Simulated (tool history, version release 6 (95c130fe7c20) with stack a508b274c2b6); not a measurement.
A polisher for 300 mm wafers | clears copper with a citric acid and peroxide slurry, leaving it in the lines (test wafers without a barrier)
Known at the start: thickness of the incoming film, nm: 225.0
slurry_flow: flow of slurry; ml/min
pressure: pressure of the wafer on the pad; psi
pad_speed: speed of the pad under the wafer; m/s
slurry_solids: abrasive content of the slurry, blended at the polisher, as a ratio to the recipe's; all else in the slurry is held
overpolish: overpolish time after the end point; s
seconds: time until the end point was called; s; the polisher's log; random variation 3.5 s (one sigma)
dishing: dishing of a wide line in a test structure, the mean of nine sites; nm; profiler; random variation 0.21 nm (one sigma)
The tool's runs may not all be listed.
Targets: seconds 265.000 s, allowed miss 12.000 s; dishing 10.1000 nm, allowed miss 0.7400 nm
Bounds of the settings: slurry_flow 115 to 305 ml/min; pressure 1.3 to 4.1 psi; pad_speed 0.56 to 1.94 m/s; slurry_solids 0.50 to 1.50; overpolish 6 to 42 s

run 1 day=0.000 | slurry_flow=195 pressure=2.7 pad_speed=1.24 slurry_solids=1.00 overpolish=21 | seconds=99.999 dishing=35.2950
run 2 day=0.179 | slurry_flow=195 pressure=2.7 pad_speed=1.24 slurry_solids=1.00 overpolish=14 | seconds=99.761 dishing=24.4480
run 3 day=0.217 | slurry_flow=195 pressure=2.7 pad_speed=1.40 slurry_solids=1.00 overpolish=14 | seconds=88.070 dishing=25.3630
run 4 day=0.321 | slurry_flow=190 pressure=2.5 pad_speed=1.30 slurry_solids=1.00 overpolish=13 | seconds=105.850 dishing=21.3010
run 5 day=0.600 | slurry_flow=185 pressure=2.3 pad_speed=1.24 slurry_solids=1.00 overpolish=13 | seconds=117.090 dishing=18.9590
run 6 day=0.675 | slurry_flow=185 pressure=2.6 pad_speed=1.24 slurry_solids=1.00 overpolish=13 | seconds=105.490 dishing=21.1400
run 7 day=1.025 | slurry_flow=170 pressure=1.9 pad_speed=0.88 slurry_solids=0.95 overpolish=17 | seconds=198.980 dishing=15.1620
run 8 day=1.062 | slurry_flow=170 pressure=1.8 pad_speed=0.88 slurry_solids=0.95 overpolish=17 | seconds=206.810 dishing=14.7810
run 9 day=1.112 | slurry_flow=170 pressure=1.3 pad_speed=0.76 slurry_solids=0.95 overpolish=12 | seconds=320.080 dishing=6.9305
run 10 day=1.296 | slurry_flow=170 pressure=1.4 pad_speed=0.76 slurry_solids=0.95 overpolish=12 | seconds=301.070 dishing=7.1321
run 11 day=1.504 | slurry_flow=170 pressure=1.4 pad_speed=0.76 slurry_solids=0.95 overpolish=12 | seconds=299.870 dishing=7.3193
run 12 day=1.542 | slurry_flow=165 pressure=1.5 pad_speed=0.76 slurry_solids=0.95 overpolish=14 | seconds=285.520 dishing=8.5135
run 13 day=1.600 | slurry_flow=170 pressure=1.5 pad_speed=0.76 slurry_solids=0.95 overpolish=14 | seconds=274.460 dishing=8.9967
run 14 day=1.967 | slurry_flow=170 pressure=1.5 pad_speed=0.76 slurry_solids=0.95 overpolish=15 | seconds=287.460 dishing=9.7365

Which of these 5 next moves meets every target?
run A day=2.333 | slurry_flow=170 pressure=1.4 pad_speed=0.70 slurry_solids=1.00 overpolish=17 | seconds=? dishing=?
run B day=2.333 | slurry_flow=160 pressure=1.4 pad_speed=0.70 slurry_solids=0.95 overpolish=17 | seconds=? dishing=?
run C day=2.333 | slurry_flow=180 pressure=1.8 pad_speed=0.66 slurry_solids=1.05 overpolish=15 | seconds=? dishing=?
run D day=2.333 | slurry_flow=185 pressure=1.3 pad_speed=0.82 slurry_solids=0.95 overpolish=17 | seconds=? dishing=?
run E day=2.333 | slurry_flow=125 pressure=1.3 pad_speed=0.92 slurry_solids=1.05 overpolish=14 | seconds=? dishing=?

move=A seconds=322.730 dishing=9.4116
move=B seconds=328.650 dishing=9.2482
move=C seconds=265.190 dishing=10.1200
move=D seconds=299.050 dishing=10.1090
move=E seconds=281.070 dishing=8.9026
A: further off than the last run
B: further off than the last run
C: meets every target
D: further off than the last run
E: nearer than the last run, and not there yet
Answer: C
